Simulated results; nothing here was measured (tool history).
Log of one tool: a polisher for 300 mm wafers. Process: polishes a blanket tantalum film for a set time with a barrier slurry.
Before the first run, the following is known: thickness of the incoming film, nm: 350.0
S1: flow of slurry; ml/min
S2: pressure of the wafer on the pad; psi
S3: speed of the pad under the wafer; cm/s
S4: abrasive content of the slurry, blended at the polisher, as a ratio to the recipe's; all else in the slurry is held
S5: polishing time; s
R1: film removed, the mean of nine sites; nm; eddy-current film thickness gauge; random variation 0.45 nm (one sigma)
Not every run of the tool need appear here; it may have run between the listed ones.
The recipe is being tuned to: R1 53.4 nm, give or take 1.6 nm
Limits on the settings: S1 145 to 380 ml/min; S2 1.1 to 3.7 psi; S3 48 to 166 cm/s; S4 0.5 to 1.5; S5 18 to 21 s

run    day   S1   S2   S3  S4  S5      R1
  1      0  245  2.4  106   1  21  42.281
  2  0.346  245  2.4   90   1  21  35.628
  3  0.392  245  2.6   90   1  21  38.714
  4  0.575  245  2.7   90   1  21  39.281
     0.612  -- slurry blender recalibrated
  5  0.612  245  2.7   64   1  21  31.335
  6  0.683  245  2.9   68   1  21   35.79
  7   0.95  245    3   70   1  21  37.648
  8  1.096  245  3.1   72   1  21  40.096
  9  1.296  255  3.7   76   1  21  49.789
 10  1.525  255  3.7   78   1  21  51.257

Which of these 5 next moves meets every target?
  A  1.754  265  3.7   80  1.05  21   ?
  B  1.754  230  3.4   98  0.85  19   ?
  C  1.754  280  3.1  102  0.95  18   ?
  D  1.754  230  3.6   82   1.1  20   ?
  E  1.754  275  3.7   90   0.7  20   ?

move      R1
   A  53.124
   B  49.471
   C  47.767
   D  50.391
   E  48.736
A: meets every target
B: lands further from the targets than the last run did
C: lands further from the targets than the last run did
D: lands further from the targets than the last run did
E: lands further from the targets than the last run did
So the answer is move A, the one that meets all the targets.

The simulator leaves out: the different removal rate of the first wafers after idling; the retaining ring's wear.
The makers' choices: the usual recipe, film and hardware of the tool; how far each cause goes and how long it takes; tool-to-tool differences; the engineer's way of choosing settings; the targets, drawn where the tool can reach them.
